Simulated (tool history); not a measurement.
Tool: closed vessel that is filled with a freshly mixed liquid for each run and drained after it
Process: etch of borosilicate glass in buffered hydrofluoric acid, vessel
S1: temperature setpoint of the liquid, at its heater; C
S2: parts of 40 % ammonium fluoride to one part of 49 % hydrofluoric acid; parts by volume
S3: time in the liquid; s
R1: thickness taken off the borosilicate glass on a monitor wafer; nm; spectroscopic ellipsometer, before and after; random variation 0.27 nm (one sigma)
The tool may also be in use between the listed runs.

Run 1, hour 0.0: S1 22.0 C, S2 19.5 parts by volume, S3 30 s. Result: R1 15.838 nm.
Run 2, hour 4.5: S1 22.0 C, S2 22.0 parts by volume, S3 30 s. Result: R1 14.415 nm.
Run 3, hour 11.7: S1 24.0 C, S2 18.0 parts by volume, S3 30 s. Result: R1 18.997 nm.
Run 4, hour 20.6: S1 24.0 C, S2 18.0 parts by volume, S3 30 s. Result: R1 18.984 nm.
Run 5, hour 28.7: S1 25.5 C, S2 15.5 parts by volume, S3 30 s. Result: R1 24.085 nm.
Run 6, hour 33.5: S1 26.5 C, S2 14.0 parts by volume, S3 30 s. Result: R1 27.768 nm.

Run 7 comes next. What will it give?
Run 7, hour 36.2: S1 27.5 C, S2 13.0 parts by volume, S3 30 s. Result: R1 ?.

R1: 31.493 nm
